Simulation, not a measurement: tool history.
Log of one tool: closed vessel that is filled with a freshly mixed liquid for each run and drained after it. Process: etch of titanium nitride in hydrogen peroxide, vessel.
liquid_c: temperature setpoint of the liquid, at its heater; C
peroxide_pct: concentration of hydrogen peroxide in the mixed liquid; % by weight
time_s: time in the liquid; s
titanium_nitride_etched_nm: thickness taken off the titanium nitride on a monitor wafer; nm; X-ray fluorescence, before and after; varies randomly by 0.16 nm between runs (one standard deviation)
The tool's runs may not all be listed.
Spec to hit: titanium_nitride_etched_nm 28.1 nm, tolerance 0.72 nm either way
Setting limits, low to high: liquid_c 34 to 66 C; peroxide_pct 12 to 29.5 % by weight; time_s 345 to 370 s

run,day,liquid_c,peroxide_pct,time_s,titanium_nitride_etched_nm
1,0,50,20,345,14.043
2,0.279,51.5,20,345,15.587
3,0.646,56.5,20,345,22.119
4,0.671,57,20,345,23.086
5,0.95,57.5,20,345,23.643
6,1.275,57.5,17,345,22.938
7,1.346,58,17,345,23.793
8,1.496,58.5,17,345,24.828
9,1.779,58.5,17,345,24.563
10,2.112,59,17,345,25.184
11,2.3,60,17,345,27.276

Which one of the following 4 next-run settings gets every result inside its allowed miss? There is exactly one.
A,2.488,59,16.5,350,?
B,2.488,59.5,15.5,345,?
C,2.488,59.5,17,370,?
D,2.488,59,16,370,?

move,titanium_nitride_etched_nm
A,25.668
B,25.836
C,28.255
D,26.959
A: moves away from the targets compared with the last run
B: moves away from the targets compared with the last run
C: every result lands within tolerance
D: moves away from the targets compared with the last run
Correct choice: C, which meets every target

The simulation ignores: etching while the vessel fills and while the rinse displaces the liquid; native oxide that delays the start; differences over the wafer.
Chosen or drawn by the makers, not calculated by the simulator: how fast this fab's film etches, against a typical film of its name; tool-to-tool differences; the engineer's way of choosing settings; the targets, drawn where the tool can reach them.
